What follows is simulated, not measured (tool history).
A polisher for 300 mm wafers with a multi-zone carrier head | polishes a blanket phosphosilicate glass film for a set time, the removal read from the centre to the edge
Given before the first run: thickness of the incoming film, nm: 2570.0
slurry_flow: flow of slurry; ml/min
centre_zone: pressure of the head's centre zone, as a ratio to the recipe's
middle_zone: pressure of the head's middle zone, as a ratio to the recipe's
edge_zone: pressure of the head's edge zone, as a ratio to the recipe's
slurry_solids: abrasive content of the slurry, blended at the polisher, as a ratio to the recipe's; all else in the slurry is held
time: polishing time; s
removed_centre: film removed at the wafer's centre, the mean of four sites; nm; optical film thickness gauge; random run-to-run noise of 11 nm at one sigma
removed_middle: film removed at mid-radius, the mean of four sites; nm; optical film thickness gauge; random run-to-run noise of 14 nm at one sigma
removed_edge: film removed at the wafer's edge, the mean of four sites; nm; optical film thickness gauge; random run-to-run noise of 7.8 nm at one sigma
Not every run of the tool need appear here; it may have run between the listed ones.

| run | hour | slurry_flow | centre_zone | middle_zone | edge_zone | slurry_solids | time | removed_centre | removed_middle | removed_edge |
|---|---|---|---|---|---|---|---|---|---|---|
| 1 | 0.0 | 305 | 1.00 | 1.00 | 1.00 | 1.00 | 73 | 756.46 | 778.11 | 784.00 |
| 2 | 0.7 | 305 | 1.00 | 1.00 | 1.00 | 0.80 | 73 | 678.73 | 681.85 | 687.90 |
| 3 | 2.2 | 305 | 1.00 | 1.00 | 1.00 | 0.90 | 73 | 738.42 | 725.27 | 730.55 |
| 4 | 7.9 | 305 | 0.93 | 1.00 | 1.00 | 0.90 | 73 | 682.98 | 756.52 | 728.67 |
| 5 | 14.6 | 305 | 0.93 | 1.00 | 1.00 | 0.90 | 86 | 797.96 | 856.39 | 862.67 |
| 6 | 22.3 | 305 | 0.93 | 1.00 | 1.00 | 1.00 | 86 | 859.93 | 910.73 | 915.94 |

The next listed run, before its measurement:
| 7 | 30.7 | 315 | 0.94 | 1.03 | 1.04 | 1.05 | 86 | ? | ? | ? |

{"run 7": {"removed_centre": 905.54, "removed_middle": 970.95, "removed_edge": 959.69}}
